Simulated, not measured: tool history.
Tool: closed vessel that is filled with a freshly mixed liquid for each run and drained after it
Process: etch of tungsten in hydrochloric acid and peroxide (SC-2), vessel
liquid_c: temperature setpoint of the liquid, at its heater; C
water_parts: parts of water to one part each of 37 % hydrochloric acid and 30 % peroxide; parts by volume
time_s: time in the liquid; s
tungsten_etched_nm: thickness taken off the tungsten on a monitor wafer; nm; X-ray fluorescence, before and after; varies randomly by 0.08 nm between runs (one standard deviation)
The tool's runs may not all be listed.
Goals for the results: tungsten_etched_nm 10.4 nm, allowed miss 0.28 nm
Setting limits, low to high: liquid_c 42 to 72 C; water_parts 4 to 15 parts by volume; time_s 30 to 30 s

run    day  liquid_c  water_parts  time_s  tungsten_etched_nm
  1      0        58          8.5      30              6.9542
  2  0.029        58          7.5      30              7.6949
  3  0.329        59          7.5      30              8.1433
  4  0.421        55          7.5      30               6.212
  5  0.488        55           10      30              5.0026
  6  0.779        55           10      30               5.071
  7  0.808        57           10      30              5.7352
  8  0.917      58.5           10      30              6.2186
  9  1.062        60           10      30              6.9995
 10  1.288        61           10      30              7.3962
 11  1.571        61           10      30              7.2486
 12  1.683        62           10      30              7.8216
 13  1.954        63           10      30              8.2178
 14  2.162      63.5           10      30              8.5419

Consider the 4 candidate settings below. Which is the only one whose results all fall within their allowed miss of target?
  A  2.371        63          7.5      30                   ?
  B  2.371        65           12      30                   ?
  C  2.371      58.5         10.5      30                   ?
  D  2.371      70.5           12      30                   ?

move  tungsten_etched_nm
   A              10.461
   B              8.0238
   C              6.0025
   D              11.156
A: each result inside its tolerance
B: misses by more than the last run did
C: misses by more than the last run did
D: the result that was furthest off in the last run now lies on the other side of its target
The move that meets every target is A.
